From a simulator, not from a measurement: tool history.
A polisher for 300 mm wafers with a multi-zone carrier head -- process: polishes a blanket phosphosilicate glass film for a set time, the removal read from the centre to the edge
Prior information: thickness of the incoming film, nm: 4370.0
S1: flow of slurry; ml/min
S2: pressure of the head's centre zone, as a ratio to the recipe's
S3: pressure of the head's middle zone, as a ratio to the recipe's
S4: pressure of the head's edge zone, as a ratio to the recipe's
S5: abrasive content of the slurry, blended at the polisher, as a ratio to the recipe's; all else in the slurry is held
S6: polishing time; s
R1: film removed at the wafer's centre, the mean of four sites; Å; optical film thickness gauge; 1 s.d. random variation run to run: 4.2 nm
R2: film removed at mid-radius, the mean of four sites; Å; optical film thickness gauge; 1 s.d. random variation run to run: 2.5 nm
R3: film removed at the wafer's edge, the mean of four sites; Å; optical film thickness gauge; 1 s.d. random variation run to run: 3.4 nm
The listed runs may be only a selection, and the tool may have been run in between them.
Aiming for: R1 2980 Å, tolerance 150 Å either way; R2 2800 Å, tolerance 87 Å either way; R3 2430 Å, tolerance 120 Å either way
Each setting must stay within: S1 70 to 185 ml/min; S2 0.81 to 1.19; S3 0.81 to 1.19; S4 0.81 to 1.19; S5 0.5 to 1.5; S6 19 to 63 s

run,day,S1,S2,S3,S4,S5,S6,R1,R2,R3
1,0,120,1,1,1,1,41,3628.7,3586.3,3581.5
2,0.121,120,1.02,1.01,0.96,0.9,40,3300.9,3322.1,3200.3
3,0.488,120,1.02,1.01,0.96,1,40,3671.2,3588.8,3405.1
4,0.658,120,1.02,0.97,0.96,1,40,3533.8,3438.9,3436.9
5,0.692,120,1.06,0.97,0.96,1,40,3669.7,3460.7,3451.2
6,0.871,120,1.06,0.97,0.96,1.1,40,4047.2,3678.3,3544.6
7,1.033,120,1.08,0.98,0.93,1,39,3700.1,3428.7,3283.7
8,1.233,120,1.1,0.99,0.91,0.95,38,3538.2,3183.3,3065.5

4 candidate next runs follow, results not yet known. Just one meets every target within its allowed miss. Identify it.
A,1.433,150,0.93,0.9,0.94,0.95,42,?,?,?
B,1.433,120,1.09,1.05,0.81,1,31,?,?,?
C,1.433,105,0.89,1.12,0.91,1.05,41,?,?,?
D,1.433,75,1.03,1.03,0.93,1,35,?,?,?

move,R1,R2,R3
A,3503.6,3457.3,3582.7
B,2980.5,2811.3,2470.8
C,3192.5,3894,3467.5
D,2723,2740.6,2717.8
A: the biggest miss grows against the last run
B: every result lands within tolerance
C: the biggest miss grows against the last run
D: better than the last run, though not everything is in spec
Move B is the one to make.
